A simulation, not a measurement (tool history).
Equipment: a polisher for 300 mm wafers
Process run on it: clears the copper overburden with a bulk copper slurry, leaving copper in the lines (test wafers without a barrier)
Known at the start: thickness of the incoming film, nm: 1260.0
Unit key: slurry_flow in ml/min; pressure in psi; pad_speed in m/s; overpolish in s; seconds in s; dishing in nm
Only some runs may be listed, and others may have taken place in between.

run 1 hour=0 | slurry_flow=215 pressure=2.7 pad_speed=1.14 slurry_solids=1 overpolish=15 | seconds=115.5 dishing=81.863
run 2 hour=7.3 | slurry_flow=215 pressure=2.7 pad_speed=1.14 slurry_solids=1.1 overpolish=15 | seconds=113.36 dishing=82.105
run 3 hour=12.7 | slurry_flow=215 pressure=3 pad_speed=1.14 slurry_solids=1.1 overpolish=16 | seconds=106.13 dishing=89.171
run 4 hour=17.7 | slurry_flow=215 pressure=2.5 pad_speed=1.14 slurry_solids=1.1 overpolish=16 | seconds=116.96 dishing=79.846
run 5 hour=22.2 | slurry_flow=215 pressure=2.5 pad_speed=0.9 slurry_solids=1.1 overpolish=16 | seconds=147.91 dishing=71.152
run 6 hour=29 | slurry_flow=215 pressure=2.5 pad_speed=0.9 slurry_solids=1.1 overpolish=12 | seconds=145.85 dishing=58.458

Estimate the outcome of run 7 from the log above:
run 7 hour=32.7 | slurry_flow=210 pressure=2.9 pad_speed=1 slurry_solids=1.1 overpolish=14 | seconds=? dishing=?

{"run 7": {"seconds": 120.67, "dishing": 71.907}}

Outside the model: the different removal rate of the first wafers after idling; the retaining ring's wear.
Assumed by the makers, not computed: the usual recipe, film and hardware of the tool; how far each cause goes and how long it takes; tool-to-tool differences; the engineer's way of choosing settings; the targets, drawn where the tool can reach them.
